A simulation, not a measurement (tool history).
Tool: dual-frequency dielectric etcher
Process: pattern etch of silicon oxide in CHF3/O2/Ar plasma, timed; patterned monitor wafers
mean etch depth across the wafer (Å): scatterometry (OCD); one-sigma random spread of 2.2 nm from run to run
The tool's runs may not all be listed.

run,hour,source power (W),bias power (W),etch time (s),mean etch depth across the wafer (Å)
1,0,700,186,391.5,8346.2
2,5.3,700,157,391.5,7790.4
3,9.4,700,157,391.5,7790.6
4,16.2,650,157,391.5,7600.1
5,24.6,630,155,391.5,7527.7
6,28.2,610,153,391.5,7395.8
7,28.7,600,152,391.5,7361.1
8,35.5,590,151,391.5,7304
9,44.5,580,150,391.5,7222.6

Estimate the outcome of run 10 from the log above:
# hour 45: wet clean of the chamber
10,45,520,145,391.5,?

mean etch depth across the wafer (Å): 7155.4
